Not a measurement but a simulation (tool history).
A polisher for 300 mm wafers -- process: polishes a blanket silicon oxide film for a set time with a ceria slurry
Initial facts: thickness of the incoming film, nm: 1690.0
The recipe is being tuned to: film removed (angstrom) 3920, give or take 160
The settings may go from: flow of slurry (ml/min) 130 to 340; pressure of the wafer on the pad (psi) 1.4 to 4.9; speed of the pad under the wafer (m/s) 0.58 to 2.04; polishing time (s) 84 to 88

| run | hour | flow of slurry (ml/min) | pressure of the wafer on the pad (psi) | speed of the pad under the wafer (m/s) | polishing time (s) | film removed (angstrom) |
|---|---|---|---|---|---|---|
| 1 | 0 | 220 | 3.1 | 1.3 | 84 | 5615.3 |
| 2 | 6.2 | 220 | 3.1 | 1.46 | 84 | 6197.5 |
| 3 | 13.1 | 220 | 3.1 | 1.26 | 84 | 5287.5 |
| 4 | 14.2 | 175 | 3.1 | 1.26 | 84 | 5134.2 |
| 5 | 15.7 | 150 | 3.1 | 1.26 | 84 | 5114 |
| 6 | 23.7 | 180 | 3.1 | 1.26 | 84 | 5229.1 |
| 7 | 25.4 | 180 | 2.9 | 1.26 | 84 | 4895 |
| 8 | 26.6 | 180 | 2.7 | 1.26 | 84 | 4598 |
| 9 | 27.7 | 180 | 2.6 | 1.26 | 84 | 4547.6 |
| 10 | 31.3 | 180 | 2.5 | 1.26 | 84 | 4276 |
| 11 | 37.4 | 180 | 2.4 | 1.26 | 84 | 4084.2 |

4 candidate next runs follow, results not yet known. Just one meets every target within its allowed miss. Identify it.
| A | 43.5 | 190 | 2.6 | 1.12 | 84 | ? |
| B | 43.5 | 155 | 2.5 | 1 | 88 | ? |
| C | 43.5 | 195 | 2.5 | 1.26 | 84 | ? |
| D | 43.5 | 215 | 2.3 | 1.1 | 84 | ? |

| move | film removed (angstrom) |
|---|---|
| A | 3992 |
| B | 3537.9 |
| C | 4318.6 |
| D | 3528.1 |
A: meets every target
B: takes the biggest miss from the last run beyond its target
C: the biggest miss grows against the last run
D: takes the biggest miss from the last run beyond its target
So the answer is move A, the one that meets all the targets.

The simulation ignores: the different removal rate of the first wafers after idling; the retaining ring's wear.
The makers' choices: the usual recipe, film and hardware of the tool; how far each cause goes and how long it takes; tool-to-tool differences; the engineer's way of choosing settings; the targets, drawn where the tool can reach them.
